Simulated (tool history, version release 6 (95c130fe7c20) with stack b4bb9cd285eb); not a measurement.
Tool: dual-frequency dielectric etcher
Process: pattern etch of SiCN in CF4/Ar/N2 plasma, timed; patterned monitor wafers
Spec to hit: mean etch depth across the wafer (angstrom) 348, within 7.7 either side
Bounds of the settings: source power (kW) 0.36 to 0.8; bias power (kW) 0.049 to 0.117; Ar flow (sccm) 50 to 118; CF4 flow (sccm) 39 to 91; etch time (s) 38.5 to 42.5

run,day,source power (kW),bias power (kW),Ar flow (sccm),CF4 flow (sccm),etch time (s),mean etch depth across the wafer (angstrom)
1,0,0.58,0.083,84,65,42.5,460.35
2,0.2,0.58,0.083,84,73,42.5,464.05
3,0.538,0.58,0.083,84,73,42.5,458.9
4,0.721,0.58,0.077,84,73,42.5,453.81
5,0.829,0.58,0.077,84,68,42.5,452.85
6,1.121,0.58,0.077,84,60,42.5,444.31
7,1.371,0.56,0.077,84,60,42.5,435.66
8,1.462,0.54,0.077,84,60,42.5,425.89
9,1.725,0.52,0.077,84,60,42.5,412.37
10,1.829,0.51,0.077,84,60,42.5,403.64
# day 2.179: CF4 flow controller replaced
11,2.179,0.5,0.077,84,60,42.5,399.71
12,2.354,0.39,0.075,84,60,42.5,336.58

4 candidate next runs follow, results not yet known. Just one meets every target within its allowed miss. Identify it.
A,2.529,0.39,0.073,86,67,39,?
B,2.529,0.36,0.069,81,56,42.5,?
C,2.529,0.36,0.081,80,62,41.5,?
D,2.529,0.39,0.082,90,71,42.5,?

move,mean etch depth across the wafer (angstrom)
A,311.83
B,315.1
C,323.2
D,348.64
A: further off than the last run
B: further off than the last run
C: further off than the last run
D: every result within its allowed miss
Answer: D
